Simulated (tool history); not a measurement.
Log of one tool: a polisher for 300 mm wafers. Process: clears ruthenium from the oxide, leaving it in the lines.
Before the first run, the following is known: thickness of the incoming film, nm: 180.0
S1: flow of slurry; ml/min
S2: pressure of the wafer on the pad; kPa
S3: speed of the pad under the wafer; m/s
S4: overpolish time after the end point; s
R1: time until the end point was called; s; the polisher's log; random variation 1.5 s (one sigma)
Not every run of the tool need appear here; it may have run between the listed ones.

run,hour,S1,S2,S3,S4,R1
1,0.0,315,15.9,0.94,9,159.58
2,8.8,315,15.9,0.94,9,158.52
3,11.3,315,15.9,0.94,7,158.51
4,13.9,345,15.9,0.94,7,153.91
5,17.3,365,16.5,0.94,7,150.77
6,25.8,365,16.5,0.94,7,148.85
7,30.2,365,17.9,0.94,7,135.11

What does the tool deliver on the next run?
8,31.5,365,18.6,0.94,7,?

{"run 8": {"R1": 129.78}}
